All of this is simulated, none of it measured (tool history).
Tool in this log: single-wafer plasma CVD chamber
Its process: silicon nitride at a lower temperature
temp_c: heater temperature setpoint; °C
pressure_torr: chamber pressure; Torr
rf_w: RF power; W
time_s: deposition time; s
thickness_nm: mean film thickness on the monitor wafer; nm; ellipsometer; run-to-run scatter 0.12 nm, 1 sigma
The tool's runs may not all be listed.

Run 1, day 0.000: temp_c 335 °C, pressure_torr 1.23 Torr, rf_w 360 W, time_s 23.9 s. Result: thickness_nm 33.392 nm.
Run 2, day 0.046: temp_c 342 °C, pressure_torr 1.23 Torr, rf_w 360 W, time_s 23.9 s. Result: thickness_nm 32.916 nm.
Run 3, day 0.133: temp_c 342 °C, pressure_torr 1.18 Torr, rf_w 355 W, time_s 23.9 s. Result: thickness_nm 32.389 nm.
Run 4, day 0.488: temp_c 342 °C, pressure_torr 1.14 Torr, rf_w 350 W, time_s 23.9 s. Result: thickness_nm 31.998 nm.
Run 5, day 0.825: temp_c 342 °C, pressure_torr 1.12 Torr, rf_w 345 W, time_s 23.8 s. Result: thickness_nm 31.534 nm.
Run 6, day 1.054: temp_c 342 °C, pressure_torr 1.12 Torr, rf_w 320 W, time_s 23.8 s. Result: thickness_nm 29.969 nm.
Run 7, day 1.258: temp_c 342 °C, pressure_torr 1.11 Torr, rf_w 320 W, time_s 23.8 s. Result: thickness_nm 29.665 nm.
Run 8, day 1.608: temp_c 342 °C, pressure_torr 1.10 Torr, rf_w 320 W, time_s 23.8 s. Result: thickness_nm 29.602 nm.
Run 9, day 1.746: temp_c 342 °C, pressure_torr 1.09 Torr, rf_w 320 W, time_s 23.8 s. Result: thickness_nm 29.530 nm.
Run 10, day 2.038: temp_c 342 °C, pressure_torr 1.08 Torr, rf_w 320 W, time_s 23.8 s. Result: thickness_nm 29.457 nm.

Run 11, settings as shown, results not yet in. Your forecast:
Run 11, day 2.275: temp_c 342 °C, pressure_torr 1.07 Torr, rf_w 320 W, time_s 23.8 s. Result: thickness_nm ?.

{"run 11": {"thickness_nm": 29.627}}
